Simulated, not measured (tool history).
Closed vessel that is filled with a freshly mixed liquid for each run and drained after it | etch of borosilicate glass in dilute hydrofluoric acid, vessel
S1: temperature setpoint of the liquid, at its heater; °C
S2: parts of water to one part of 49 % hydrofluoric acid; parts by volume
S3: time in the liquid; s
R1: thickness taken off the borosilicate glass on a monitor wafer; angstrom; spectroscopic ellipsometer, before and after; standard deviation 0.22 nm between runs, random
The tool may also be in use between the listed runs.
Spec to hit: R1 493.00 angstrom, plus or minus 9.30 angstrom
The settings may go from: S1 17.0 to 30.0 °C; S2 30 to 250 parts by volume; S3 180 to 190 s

run	hour	S1	S2	S3	R1
1	0.0	22.0	140	180	309.91
2	7.5	22.0	170	180	247.17
3	11.9	23.0	165	180	264.98
4	16.7	23.0	140	180	317.70
5	20.6	21.5	140	180	302.23
6	26.8	22.5	135	180	326.73
7	31.9	22.5	135	180	329.30
8	32.5	23.0	135	180	336.16
# hour 41.0: thermometer replaced
9	41.0	23.5	135	180	311.12
10	47.9	23.0	130	180	322.00
11	53.4	23.0	120	180	348.93
12	60.8	27.0	110	180	452.43

Which one of the following 4 next-run settings gets every result inside its allowed miss? There is exactly one.
A	68.2	21.0	95	190	?
B	68.2	25.0	95	180	?
C	68.2	29.0	120	190	?
D	68.2	29.5	130	185	?

move	R1
A	444.91
B	494.87
C	466.58
D	421.51
A: misses by more than the last run did
B: every result within its allowed miss
C: better than the last run, though not everything is in spec
D: misses by more than the last run did
B is the move that brings every result within its allowed miss.
